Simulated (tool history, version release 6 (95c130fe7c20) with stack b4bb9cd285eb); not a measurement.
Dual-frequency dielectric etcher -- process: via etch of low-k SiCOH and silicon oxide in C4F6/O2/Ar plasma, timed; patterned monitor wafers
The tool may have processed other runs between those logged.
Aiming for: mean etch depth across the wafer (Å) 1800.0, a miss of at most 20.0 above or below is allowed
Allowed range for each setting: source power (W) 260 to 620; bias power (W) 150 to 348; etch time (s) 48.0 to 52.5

run,hour,source power (W),bias power (W),etch time (s),mean etch depth across the wafer (Å)
1,0.0,440,249,52.5,1665.9
2,0.6,460,250,52.5,1719.6
3,1.9,460,250,52.5,1711.0
4,9.4,470,250,52.5,1732.4
5,12.9,470,268,52.5,1766.7
6,15.6,390,268,52.5,1621.0
7,24.1,410,269,52.5,1666.8
# hour 25.7: source power generator calibrated
8,25.7,420,269,52.5,1714.9
9,32.8,430,269,52.5,1728.2

Below are 4 possible settings for the next run. Only one of them brings all results inside the allowed miss of their targets. Which is it?
A,39.9,430,322,52.5,?
B,39.9,450,279,51.5,?
C,39.9,480,288,51.0,?
D,39.9,540,319,48.0,?

move,mean etch depth across the wafer (Å)
A,1838.6
B,1757.5
C,1810.3
D,1855.5
A: the result that was furthest off in the last run now lies on the other side of its target
B: better than the last run, though not everything is in spec
C: in spec on every target
D: the result that was furthest off in the last run now lies on the other side of its target
Move C is the one to make.

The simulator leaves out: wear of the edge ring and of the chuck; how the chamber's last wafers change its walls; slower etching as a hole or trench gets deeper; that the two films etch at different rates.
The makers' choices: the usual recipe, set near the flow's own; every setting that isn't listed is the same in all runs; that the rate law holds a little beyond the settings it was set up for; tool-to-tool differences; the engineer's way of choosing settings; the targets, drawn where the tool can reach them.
